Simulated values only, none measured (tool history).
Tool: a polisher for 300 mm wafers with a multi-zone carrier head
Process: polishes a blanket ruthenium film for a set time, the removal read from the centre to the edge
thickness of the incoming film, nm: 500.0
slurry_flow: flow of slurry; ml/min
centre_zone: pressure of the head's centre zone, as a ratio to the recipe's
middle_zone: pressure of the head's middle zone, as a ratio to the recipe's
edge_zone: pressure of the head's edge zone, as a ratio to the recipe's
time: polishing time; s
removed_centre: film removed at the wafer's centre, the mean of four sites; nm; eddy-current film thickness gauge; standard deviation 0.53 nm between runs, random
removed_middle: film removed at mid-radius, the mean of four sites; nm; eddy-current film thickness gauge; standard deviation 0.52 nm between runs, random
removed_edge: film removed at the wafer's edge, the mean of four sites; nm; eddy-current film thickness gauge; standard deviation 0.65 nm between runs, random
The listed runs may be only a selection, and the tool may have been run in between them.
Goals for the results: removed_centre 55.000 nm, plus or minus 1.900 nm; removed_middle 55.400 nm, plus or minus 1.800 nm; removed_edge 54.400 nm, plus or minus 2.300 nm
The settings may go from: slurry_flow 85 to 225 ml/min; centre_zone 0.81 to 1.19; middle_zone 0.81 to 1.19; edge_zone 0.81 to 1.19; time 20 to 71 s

{"run": 1, "hour": 0.0, "slurry_flow": 145, "centre_zone": 1.0, "middle_zone": 1.0, "edge_zone": 1.0, "time": 45, "removed_centre": 99.045, "removed_middle": 103.62, "removed_edge": 97.623}
{"run": 2, "hour": 6.4, "slurry_flow": 145, "centre_zone": 0.97, "middle_zone": 1.0, "edge_zone": 1.0, "time": 45, "removed_centre": 95.454, "removed_middle": 102.41, "removed_edge": 97.992}
{"run": 3, "hour": 9.6, "slurry_flow": 140, "centre_zone": 0.96, "middle_zone": 0.97, "edge_zone": 0.96, "time": 39, "removed_centre": 84.544, "removed_middle": 84.146, "removed_edge": 83.189}
{"run": 4, "hour": 17.1, "slurry_flow": 140, "centre_zone": 0.96, "middle_zone": 0.97, "edge_zone": 1.0, "time": 39, "removed_centre": 82.809, "removed_middle": 86.821, "removed_edge": 83.734}
{"run": 5, "hour": 17.6, "slurry_flow": 140, "centre_zone": 0.91, "middle_zone": 0.97, "edge_zone": 1.0, "time": 39, "removed_centre": 78.831, "removed_middle": 84.78, "removed_edge": 83.264}
{"run": 6, "hour": 19.6, "slurry_flow": 135, "centre_zone": 0.89, "middle_zone": 0.97, "edge_zone": 0.96, "time": 35, "removed_centre": 68.275, "removed_middle": 77.137, "removed_edge": 74.55}
{"run": 7, "hour": 26.3, "slurry_flow": 135, "centre_zone": 0.9, "middle_zone": 0.96, "edge_zone": 0.93, "time": 32, "removed_centre": 62.869, "removed_middle": 69.448, "removed_edge": 64.857}
{"run": 8, "hour": 28.9, "slurry_flow": 130, "centre_zone": 0.89, "middle_zone": 0.93, "edge_zone": 0.9, "time": 31, "removed_centre": 61.672, "removed_middle": 65.041, "removed_edge": 63.387}
{"run": 9, "hour": 29.4, "slurry_flow": 125, "centre_zone": 0.89, "middle_zone": 0.92, "edge_zone": 0.88, "time": 30, "removed_centre": 59.853, "removed_middle": 62.171, "removed_edge": 59.789}
{"run": 10, "hour": 30.1, "slurry_flow": 120, "centre_zone": 0.88, "middle_zone": 0.91, "edge_zone": 0.86, "time": 30, "removed_centre": 56.937, "removed_middle": 60.88, "removed_edge": 59.449}

Which single option among these 4 for the next run brings every result within its allowed miss of target? Just one does.
{"run": "A", "hour": 30.8, "slurry_flow": 130, "centre_zone": 1.03, "middle_zone": 0.84, "edge_zone": 0.87, "time": 27, "removed_centre": "?", "removed_middle": "?", "removed_edge": "?"}
{"run": "B", "hour": 30.8, "slurry_flow": 175, "centre_zone": 0.94, "middle_zone": 1.18, "edge_zone": 0.85, "time": 26, "removed_centre": "?", "removed_middle": "?", "removed_edge": "?"}
{"run": "C", "hour": 30.8, "slurry_flow": 160, "centre_zone": 0.9, "middle_zone": 1.17, "edge_zone": 0.81, "time": 27, "removed_centre": "?", "removed_middle": "?", "removed_edge": "?"}
{"run": "D", "hour": 30.8, "slurry_flow": 120, "centre_zone": 0.93, "middle_zone": 0.9, "edge_zone": 0.86, "time": 27, "removed_centre": "?", "removed_middle": "?", "removed_edge": "?"}

move=A removed_centre=60.618 removed_middle=51.528 removed_edge=54.767
move=B removed_centre=57.047 removed_middle=69.201 removed_edge=53.732
move=C removed_centre=56.317 removed_middle=70.434 removed_edge=54.218
move=D removed_centre=54.822 removed_middle=53.834 removed_edge=53.942
A: the result that was furthest off in the last run now lies on the other side of its target
B: misses by more than the last run did
C: misses by more than the last run did
D: meets every target
Correct choice: D, which meets every target

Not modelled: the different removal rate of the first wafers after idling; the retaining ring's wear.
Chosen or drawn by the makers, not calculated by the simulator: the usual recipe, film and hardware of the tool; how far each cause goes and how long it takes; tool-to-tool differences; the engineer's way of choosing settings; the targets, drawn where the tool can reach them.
